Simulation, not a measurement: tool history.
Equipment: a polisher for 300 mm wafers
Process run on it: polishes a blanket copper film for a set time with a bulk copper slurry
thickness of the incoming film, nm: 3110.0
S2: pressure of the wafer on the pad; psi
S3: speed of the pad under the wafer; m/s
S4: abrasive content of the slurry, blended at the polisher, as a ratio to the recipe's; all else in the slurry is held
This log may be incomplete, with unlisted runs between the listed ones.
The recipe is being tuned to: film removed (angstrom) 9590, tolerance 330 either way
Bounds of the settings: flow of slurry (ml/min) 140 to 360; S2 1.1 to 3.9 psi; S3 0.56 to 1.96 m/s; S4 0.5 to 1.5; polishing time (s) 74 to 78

Run 1, day 0: flow of slurry (ml/min) 230, S2 2.5 psi, S3 1.26 m/s, S4 1, polishing time (s) 74. Result: film removed (angstrom) 6309.2.
Run 2, day 0.192: flow of slurry (ml/min) 230, S2 2.1 psi, S3 1.26 m/s, S4 1, polishing time (s) 74. Result: film removed (angstrom) 5445.7.
Run 3, day 0.45: flow of slurry (ml/min) 270, S2 2.1 psi, S3 1.26 m/s, S4 1, polishing time (s) 74. Result: film removed (angstrom) 5552.1.
Run 4, day 0.542: flow of slurry (ml/min) 270, S2 2.1 psi, S3 1.4 m/s, S4 1, polishing time (s) 74. Result: film removed (angstrom) 6247.4.
Run 5, day 0.838: flow of slurry (ml/min) 270, S2 2.4 psi, S3 1.4 m/s, S4 1, polishing time (s) 74. Result: film removed (angstrom) 6916.5.
Run 6, day 1.125: flow of slurry (ml/min) 215, S2 2.4 psi, S3 1.4 m/s, S4 1, polishing time (s) 74. Result: film removed (angstrom) 6728.5.
Run 7, day 1.358: flow of slurry (ml/min) 220, S2 2.7 psi, S3 1.4 m/s, S4 1, polishing time (s) 74. Result: film removed (angstrom) 7536.8.
Run 8, day 1.704: flow of slurry (ml/min) 225, S2 3.4 psi, S3 1.42 m/s, S4 1, polishing time (s) 74. Result: film removed (angstrom) 9259.4.

Consider the 5 candidate settings below. Which is the only one whose results all fall within their allowed miss of target?
Run A, day 2.05: flow of slurry (ml/min) 235, S2 3.5 psi, S3 1.38 m/s, S4 0.85, polishing time (s) 76. Result: film removed (angstrom) ?.
Run B, day 2.05: flow of slurry (ml/min) 305, S2 3.6 psi, S3 1.46 m/s, S4 0.9, polishing time (s) 78. Result: film removed (angstrom) ?.
Run C, day 2.05: flow of slurry (ml/min) 235, S2 3.4 psi, S3 1.4 m/s, S4 0.9, polishing time (s) 74. Result: film removed (angstrom) ?.
Run D, day 2.05: flow of slurry (ml/min) 195, S2 3.2 psi, S3 1.52 m/s, S4 0.95, polishing time (s) 78. Result: film removed (angstrom) ?.
Run E, day 2.05: flow of slurry (ml/min) 220, S2 3.4 psi, S3 1.6 m/s, S4 0.9, polishing time (s) 78. Result: film removed (angstrom) ?.

move  film removed (angstrom)
   A                   8842.7
   B                    10294
   C                   8668.8
   D                     9306
   E                    10319
A: further off than the last run
B: the result that was furthest off in the last run now lies on the other side of its target
C: further off than the last run
D: meets every target
E: the result that was furthest off in the last run now lies on the other side of its target
Correct choice: D, which meets every target
